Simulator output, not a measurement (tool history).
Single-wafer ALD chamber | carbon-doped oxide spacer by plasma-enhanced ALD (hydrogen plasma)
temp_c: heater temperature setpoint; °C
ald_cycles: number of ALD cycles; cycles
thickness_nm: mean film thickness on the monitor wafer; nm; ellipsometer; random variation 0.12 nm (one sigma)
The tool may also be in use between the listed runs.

{"run": 1, "hour": 0.0, "temp_c": 400, "ald_cycles": 637, "thickness_nm": 31.696}
{"run": 2, "hour": 3.5, "temp_c": 409, "ald_cycles": 637, "thickness_nm": 30.898}
{"run": 3, "hour": 11.1, "temp_c": 409, "ald_cycles": 706, "thickness_nm": 34.125}
{"run": 4, "hour": 19.4, "temp_c": 404, "ald_cycles": 706, "thickness_nm": 34.739}
{"run": 5, "hour": 25.9, "temp_c": 409, "ald_cycles": 706, "thickness_nm": 34.158}
{"run": 6, "hour": 30.6, "temp_c": 405, "ald_cycles": 714, "thickness_nm": 35.036}
{"run": 7, "hour": 37.1, "temp_c": 401, "ald_cycles": 719, "thickness_nm": 35.63}
{"run": 8, "hour": 44.0, "temp_c": 398, "ald_cycles": 724, "thickness_nm": 35.986}
{"run": 9, "hour": 52.4, "temp_c": 396, "ald_cycles": 730, "thickness_nm": 36.279}
{"run": 10, "hour": 57.5, "temp_c": 395, "ald_cycles": 737, "thickness_nm": 36.817}
{"run": 11, "hour": 67.4, "temp_c": 394, "ald_cycles": 741, "thickness_nm": 36.582}
{"run": 12, "hour": 74.0, "temp_c": 394, "ald_cycles": 741, "thickness_nm": 37.024}

The next listed run, before its measurement:
{"run": 13, "hour": 76.5, "temp_c": 393, "ald_cycles": 745, "thickness_nm": "?"}

thickness_nm: 37.142 nm
